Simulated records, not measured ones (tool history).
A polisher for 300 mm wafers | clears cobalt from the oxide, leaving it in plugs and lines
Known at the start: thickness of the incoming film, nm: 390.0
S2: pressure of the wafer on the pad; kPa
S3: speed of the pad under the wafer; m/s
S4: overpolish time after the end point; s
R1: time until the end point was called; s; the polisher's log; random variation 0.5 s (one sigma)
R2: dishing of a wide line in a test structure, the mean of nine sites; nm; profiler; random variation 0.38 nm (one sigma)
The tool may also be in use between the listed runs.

Run 1, hour 0: flow of slurry (ml/min) 320, S2 17.2 kPa, S3 0.86 m/s, S4 14 s. Result: R1 81.053 s, R2 40.982 nm.
Run 2, hour 5.3: flow of slurry (ml/min) 320, S2 17.2 kPa, S3 0.7 m/s, S4 14 s. Result: R1 97.269 s, R2 37.97 nm.
Run 3, hour 7.5: flow of slurry (ml/min) 360, S2 17.2 kPa, S3 0.7 m/s, S4 14 s. Result: R1 97.097 s, R2 38.059 nm.
Run 4, hour 8.1: flow of slurry (ml/min) 360, S2 17.2 kPa, S3 0.56 m/s, S4 14 s. Result: R1 122.51 s, R2 33.507 nm.
Run 5, hour 14.6: flow of slurry (ml/min) 380, S2 20.7 kPa, S3 0.68 m/s, S4 11 s. Result: R1 83.991 s, R2 35.138 nm.
Run 6, hour 16.3: flow of slurry (ml/min) 340, S2 20.7 kPa, S3 0.68 m/s, S4 11 s. Result: R1 84.062 s, R2 35.799 nm.
Run 7, hour 19.8: flow of slurry (ml/min) 350, S2 22.8 kPa, S3 0.78 m/s, S4 9 s. Result: R1 68.159 s, R2 35.53 nm.
Run 8, hour 21.7: flow of slurry (ml/min) 350, S2 24.1 kPa, S3 0.86 m/s, S4 8 s. Result: R1 58.43 s, R2 36.968 nm.
Run 9, hour 24.8: flow of slurry (ml/min) 350, S2 24.8 kPa, S3 0.92 m/s, S4 7 s. Result: R1 52.314 s, R2 35.324 nm.
Run 10, hour 32.9: flow of slurry (ml/min) 350, S2 25.5 kPa, S3 0.96 m/s, S4 7 s. Result: R1 48.86 s, R2 37.16 nm.

The next listed run, before its measurement:
Run 11, hour 40.7: flow of slurry (ml/min) 350, S2 26.2 kPa, S3 1 m/s, S4 7 s. Result: R1 ?, R2 ?.

R1: 47.156 s
R2: 38.446 nm
